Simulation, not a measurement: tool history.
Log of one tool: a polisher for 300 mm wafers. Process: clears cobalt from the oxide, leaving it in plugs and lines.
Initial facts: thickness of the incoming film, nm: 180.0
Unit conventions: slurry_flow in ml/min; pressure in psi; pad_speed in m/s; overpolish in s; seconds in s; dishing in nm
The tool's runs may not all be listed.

run	day	slurry_flow	pressure	pad_speed	overpolish	seconds	dishing
1	0	235	1.5	0.9	16	53.665	40.316
2	0.296	190	1.5	0.9	16	53.732	41.496
3	0.371	190	1.5	1.06	16	46.695	45.955
4	0.429	190	1.3	1.06	15	52.954	40.242
5	0.45	190	1.3	1.22	15	46.148	42.727
6	0.546	190	1.3	1.02	15	55.126	38.17

For run 7, what comes out?
7	0.829	190	1.2	1.02	15	?	?

{"run 7": {"seconds": 59.865, "dishing": 37.271}}
